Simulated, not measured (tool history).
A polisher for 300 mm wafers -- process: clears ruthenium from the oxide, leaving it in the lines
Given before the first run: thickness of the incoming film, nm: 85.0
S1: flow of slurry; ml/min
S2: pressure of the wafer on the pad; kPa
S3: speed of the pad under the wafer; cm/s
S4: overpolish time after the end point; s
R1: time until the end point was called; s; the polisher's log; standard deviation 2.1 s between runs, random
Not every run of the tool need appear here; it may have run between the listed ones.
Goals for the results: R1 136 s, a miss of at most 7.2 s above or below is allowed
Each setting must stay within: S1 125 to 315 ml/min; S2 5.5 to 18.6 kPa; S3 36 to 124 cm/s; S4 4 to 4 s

run 1 hour=0 | S1=205 S2=11.7 S3=80 S4=4 | R1=92.869
run 2 hour=1.6 | S1=205 S2=11.7 S3=100 S4=4 | R1=74.792
run 3 hour=7.2 | S1=170 S2=11.7 S3=100 S4=4 | R1=77.568
run 4 hour=16.1 | S1=170 S2=10.3 S3=98 S4=4 | R1=85.998
run 5 hour=19.5 | S1=170 S2=7.6 S3=98 S4=4 | R1=118.19
run 6 hour=25.8 | S1=190 S2=7.6 S3=98 S4=4 | R1=110.32
run 7 hour=29.8 | S1=185 S2=6.9 S3=98 S4=4 | R1=119.48
run 8 hour=32.6 | S1=180 S2=6.9 S3=98 S4=4 | R1=121.07
run 9 hour=35.4 | S1=180 S2=5.5 S3=98 S4=4 | R1=147.94
run 10 hour=41.8 | S1=185 S2=5.5 S3=98 S4=4 | R1=145.98

Which one of the following 5 next-run settings gets every result inside its allowed miss? There is exactly one.
run A hour=48.2 | S1=200 S2=5.5 S3=92 S4=4 | R1=?
run B hour=48.2 | S1=190 S2=5.5 S3=94 S4=4 | R1=?
run C hour=48.2 | S1=195 S2=6.9 S3=70 S4=4 | R1=?
run D hour=48.2 | S1=225 S2=5.5 S3=104 S4=4 | R1=?
run E hour=48.2 | S1=185 S2=5.5 S3=96 S4=4 | R1=?

move=A R1=153.07
move=B R1=151.06
move=C R1=166.02
move=D R1=133.64
move=E R1=148.62
A: moves away from the targets compared with the last run
B: moves away from the targets compared with the last run
C: moves away from the targets compared with the last run
D: every result lands within tolerance
E: moves away from the targets compared with the last run
The right move is D.
